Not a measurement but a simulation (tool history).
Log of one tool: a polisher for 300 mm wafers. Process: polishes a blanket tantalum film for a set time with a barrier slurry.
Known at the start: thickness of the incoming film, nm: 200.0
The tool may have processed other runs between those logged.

run  hour  flow of slurry (ml/min)  pressure of the wafer on the pad (kPa)  speed of the pad under the wafer (m/s)  abrasive content of the slurry  polishing time (s)  film removed (Å)
  1     0                      205                                    13.8                                     1.1                               1                  24            493.48
  2   4.8                      165                                    13.8                                     1.1                               1                  24            486.43
  3  13.2                      165                                    13.8                                    1.22                               1                  24            539.56
  4  20.1                      165                                    11.7                                    1.22                               1                  24            465.25
  5  23.2                      165                                    13.8                                    1.22                               1                  24            535.63
  6  27.1                      165                                    15.2                                    1.22                               1                  24            583.57

What does the tool deliver on the next run?
  7  33.2                      165                                    16.5                                    1.22                               1                  24                 ?

{"run 7": {"film removed (Å)": 621.22}}
